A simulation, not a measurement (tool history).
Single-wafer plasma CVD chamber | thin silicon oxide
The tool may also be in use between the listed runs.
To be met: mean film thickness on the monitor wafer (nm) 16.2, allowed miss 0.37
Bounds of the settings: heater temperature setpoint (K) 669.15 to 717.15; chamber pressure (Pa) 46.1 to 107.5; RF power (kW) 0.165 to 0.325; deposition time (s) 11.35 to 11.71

run	day	heater temperature setpoint (K)	chamber pressure (Pa)	RF power (kW)	deposition time (s)	mean film thickness on the monitor wafer (nm)
1	0	693.15	76.8	0.245	11.35	13.009
2	0.121	693.15	80.8	0.245	11.35	13.446
3	0.217	693.15	80.8	0.215	11.35	12.669
4	0.421	693.15	80.8	0.245	11.35	13.615
5	0.504	693.15	84.3	0.245	11.35	14.209
# day 0.808: capacitance manometer re-zeroed and calibrated
6	0.808	693.15	86.9	0.245	11.35	15.459
7	0.992	693.15	86.9	0.245	11.35	15.442
8	1.092	693.15	87.6	0.245	11.35	15.608
9	1.171	693.15	88.1	0.245	11.35	15.765
10	1.267	693.15	88.5	0.245	11.35	15.829

Which of these 4 next moves meets every target?
A	1.362	689.15	88.4	0.24	11.69	?
B	1.362	694.15	82.5	0.26	11.35	?
C	1.362	679.15	92.4	0.22	11.35	?
D	1.362	687.15	89.5	0.205	11.35	?

move	mean film thickness on the monitor wafer (nm)
A	16.066
B	15.187
C	15.611
D	14.445
A: meets every target
B: further off than the last run
C: further off than the last run
D: further off than the last run
The right move is A.

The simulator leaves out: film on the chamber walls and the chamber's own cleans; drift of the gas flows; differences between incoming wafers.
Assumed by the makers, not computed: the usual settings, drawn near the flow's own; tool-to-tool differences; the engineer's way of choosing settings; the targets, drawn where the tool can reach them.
